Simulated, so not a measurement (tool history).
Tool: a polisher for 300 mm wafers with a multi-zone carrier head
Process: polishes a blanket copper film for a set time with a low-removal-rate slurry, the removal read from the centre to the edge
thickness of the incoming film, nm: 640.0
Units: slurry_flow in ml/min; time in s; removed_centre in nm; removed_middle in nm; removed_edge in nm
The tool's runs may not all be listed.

run,day,slurry_flow,centre_zone,middle_zone,edge_zone,slurry_solids,time,removed_centre,removed_middle,removed_edge
1,0,235,1,1,1,1,30,81.559,83.298,79.056
2,0.05,235,1.07,1,1,1,30,87.178,83.103,80.635
3,0.346,230,1.05,0.99,0.99,0.95,29,82.913,78.051,77.426
4,0.675,230,1.1,0.99,0.99,0.95,29,84.803,78.727,76.638
5,0.775,230,1.08,0.99,0.98,0.9,28,81.124,74.048,72.276
6,1.062,265,1.08,0.99,0.98,0.9,28,82.237,75.425,73.25
7,1.167,260,1.05,0.99,0.98,0.85,27,76.939,73.371,70.341

The next listed run, before its measurement:
8,1.467,230,0.95,0.89,0.9,0.6,19,?,?,?

Run 8 gave removed_centre 44.75 nm, removed_middle 42.972 nm, removed_edge 44.327 nm.
